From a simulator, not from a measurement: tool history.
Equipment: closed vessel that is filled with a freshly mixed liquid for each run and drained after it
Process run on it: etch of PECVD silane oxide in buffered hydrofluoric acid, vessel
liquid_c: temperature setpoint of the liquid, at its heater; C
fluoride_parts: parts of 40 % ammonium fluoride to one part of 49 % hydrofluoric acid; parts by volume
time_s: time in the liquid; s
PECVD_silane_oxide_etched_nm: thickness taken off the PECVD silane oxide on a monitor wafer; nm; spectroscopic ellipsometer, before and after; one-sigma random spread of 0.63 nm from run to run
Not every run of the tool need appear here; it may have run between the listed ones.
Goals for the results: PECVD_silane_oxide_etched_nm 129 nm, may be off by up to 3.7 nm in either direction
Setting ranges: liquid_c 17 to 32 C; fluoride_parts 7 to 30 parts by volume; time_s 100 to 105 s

run 1 hour=0 | liquid_c=24 fluoride_parts=19 time_s=100 | PECVD_silane_oxide_etched_nm=166.1
run 2 hour=5.7 | liquid_c=23 fluoride_parts=19 time_s=100 | PECVD_silane_oxide_etched_nm=157.58
run 3 hour=13.5 | liquid_c=23 fluoride_parts=19 time_s=105 | PECVD_silane_oxide_etched_nm=166.46
run 4 hour=14.1 | liquid_c=23 fluoride_parts=14 time_s=105 | PECVD_silane_oxide_etched_nm=222.09
run 5 hour=19.2 | liquid_c=23 fluoride_parts=11 time_s=105 | PECVD_silane_oxide_etched_nm=281.88
run 6 hour=22.7 | liquid_c=23 fluoride_parts=11 time_s=100 | PECVD_silane_oxide_etched_nm=270.45
run 7 hour=31.1 | liquid_c=22 fluoride_parts=12 time_s=100 | PECVD_silane_oxide_etched_nm=234.78
run 8 hour=34.3 | liquid_c=21 fluoride_parts=13 time_s=100 | PECVD_silane_oxide_etched_nm=204.45
run 9 hour=38.2 | liquid_c=20.5 fluoride_parts=13.5 time_s=100 | PECVD_silane_oxide_etched_nm=191.84
run 10 hour=39 | liquid_c=20 fluoride_parts=14 time_s=100 | PECVD_silane_oxide_etched_nm=179.39
run 11 hour=43.9 | liquid_c=19.5 fluoride_parts=14.5 time_s=100 | PECVD_silane_oxide_etched_nm=167.26
run 12 hour=51.9 | liquid_c=19 fluoride_parts=15 time_s=100 | PECVD_silane_oxide_etched_nm=158.9

Which one of the following 5 next-run settings gets every result inside its allowed miss? There is exactly one.
run A hour=59.9 | liquid_c=19.5 fluoride_parts=12.5 time_s=100 | PECVD_silane_oxide_etched_nm=?
run B hour=59.9 | liquid_c=18 fluoride_parts=12 time_s=105 | PECVD_silane_oxide_etched_nm=?
run C hour=59.9 | liquid_c=17 fluoride_parts=17.5 time_s=105 | PECVD_silane_oxide_etched_nm=?
run D hour=59.9 | liquid_c=19.5 fluoride_parts=17 time_s=100 | PECVD_silane_oxide_etched_nm=?
run E hour=59.9 | liquid_c=21 fluoride_parts=13.5 time_s=100 | PECVD_silane_oxide_etched_nm=?

move=A PECVD_silane_oxide_etched_nm=195.1
move=B PECVD_silane_oxide_etched_nm=195.89
move=C PECVD_silane_oxide_etched_nm=127.68
move=D PECVD_silane_oxide_etched_nm=144.2
move=E PECVD_silane_oxide_etched_nm=196.76
A: the biggest miss grows against the last run
B: the biggest miss grows against the last run
C: all results in spec
D: better than the last run, though not everything is in spec
E: the biggest miss grows against the last run
Go with C: it meets all targets.

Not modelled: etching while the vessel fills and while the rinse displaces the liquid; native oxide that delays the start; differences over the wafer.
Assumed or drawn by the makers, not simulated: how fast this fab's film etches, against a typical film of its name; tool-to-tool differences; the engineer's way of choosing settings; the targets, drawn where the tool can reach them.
